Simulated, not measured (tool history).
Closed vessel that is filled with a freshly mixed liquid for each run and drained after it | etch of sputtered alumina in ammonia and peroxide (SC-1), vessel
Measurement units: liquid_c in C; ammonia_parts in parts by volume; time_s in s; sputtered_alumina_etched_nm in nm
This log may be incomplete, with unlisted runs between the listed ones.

{"run": 1, "hour": 0.0, "liquid_c": 49.0, "ammonia_parts": 0.65, "time_s": 560, "sputtered_alumina_etched_nm": 43.329}
{"run": 2, "hour": 1.5, "liquid_c": 49.0, "ammonia_parts": 0.55, "time_s": 560, "sputtered_alumina_etched_nm": 42.247}
{"run": 3, "hour": 9.7, "liquid_c": 52.0, "ammonia_parts": 0.55, "time_s": 560, "sputtered_alumina_etched_nm": 50.446}
{"run": 4, "hour": 13.7, "liquid_c": 52.0, "ammonia_parts": 0.45, "time_s": 560, "sputtered_alumina_etched_nm": 49.259}
{"run": 5, "hour": 16.8, "liquid_c": 49.0, "ammonia_parts": 0.45, "time_s": 560, "sputtered_alumina_etched_nm": 41.818}
{"run": 6, "hour": 18.0, "liquid_c": 49.0, "ammonia_parts": 0.45, "time_s": 600, "sputtered_alumina_etched_nm": 44.88}
{"run": 7, "hour": 18.8, "liquid_c": 47.0, "ammonia_parts": 0.45, "time_s": 600, "sputtered_alumina_etched_nm": 39.89}
{"run": 8, "hour": 23.5, "liquid_c": 45.5, "ammonia_parts": 0.45, "time_s": 600, "sputtered_alumina_etched_nm": 36.804}
{"run": 9, "hour": 29.6, "liquid_c": 44.5, "ammonia_parts": 0.45, "time_s": 600, "sputtered_alumina_etched_nm": 34.675}
{"run": 10, "hour": 37.8, "liquid_c": 43.5, "ammonia_parts": 0.45, "time_s": 600, "sputtered_alumina_etched_nm": 32.973}

Estimate the outcome of run 11 from the log above:
{"run": 11, "hour": 43.8, "liquid_c": 43.0, "ammonia_parts": 0.45, "time_s": 600, "sputtered_alumina_etched_nm": "?"}

sputtered_alumina_etched_nm: 31.764 nm

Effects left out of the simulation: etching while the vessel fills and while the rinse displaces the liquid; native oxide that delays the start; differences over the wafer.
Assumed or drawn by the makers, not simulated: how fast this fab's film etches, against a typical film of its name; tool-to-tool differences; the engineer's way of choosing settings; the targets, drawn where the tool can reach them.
